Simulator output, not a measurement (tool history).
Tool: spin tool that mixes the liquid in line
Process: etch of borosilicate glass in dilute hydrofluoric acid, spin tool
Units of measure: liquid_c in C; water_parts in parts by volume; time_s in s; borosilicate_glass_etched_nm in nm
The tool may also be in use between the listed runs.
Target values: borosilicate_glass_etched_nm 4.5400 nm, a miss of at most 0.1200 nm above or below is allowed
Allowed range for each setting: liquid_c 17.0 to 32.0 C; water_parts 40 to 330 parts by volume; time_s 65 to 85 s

| run | day | liquid_c | water_parts | time_s | borosilicate_glass_etched_nm |
|---|---|---|---|---|---|
| 1 | 0.000 | 24.0 | 185 | 85 | 6.8303 |
| 2 | 0.300 | 21.0 | 185 | 85 | 6.0484 |
| 3 | 0.425 | 21.0 | 145 | 85 | 8.1320 |
| 4 | 0.579 | 19.5 | 145 | 85 | 7.6892 |
| 5 | 0.767 | 17.5 | 145 | 85 | 7.0649 |
| 6 | 0.888 | 17.5 | 155 | 85 | 6.5252 |
| 7 | 1.133 | 17.5 | 165 | 85 | 6.0440 |
| 8 | 1.388 | 17.5 | 170 | 85 | 5.8371 |
| 9 | 1.738 | 17.5 | 175 | 85 | 5.5814 |
| 10 | 1.821 | 17.5 | 180 | 85 | 5.4947 |
| 11 | 2.188 | 17.5 | 185 | 85 | 5.2829 |
| 12 | 2.383 | 17.5 | 185 | 85 | 5.2714 |
| 13 | 2.554 | 17.5 | 190 | 85 | 5.1426 |
| 14 | 2.817 | 17.5 | 195 | 85 | 4.9690 |
| 15 | 3.188 | 17.0 | 200 | 85 | 4.7345 |

Pick the move, out of 4, that brings all results within their allowed miss; only one does.
| A | 3.558 | 17.5 | 200 | 85 | ? |
| B | 3.558 | 19.5 | 170 | 65 | ? |
| C | 3.558 | 18.5 | 220 | 85 | ? |
| D | 3.558 | 19.5 | 225 | 80 | ? |

| move | borosilicate_glass_etched_nm |
|---|---|
| A | 4.8763 |
| B | 4.8878 |
| C | 4.5257 |
| D | 4.3082 |
A: moves away from the targets compared with the last run
B: moves away from the targets compared with the last run
C: hits every target within its allowed miss
D: the result that was furthest off in the last run now lies on the other side of its target
Move C is the one to make.
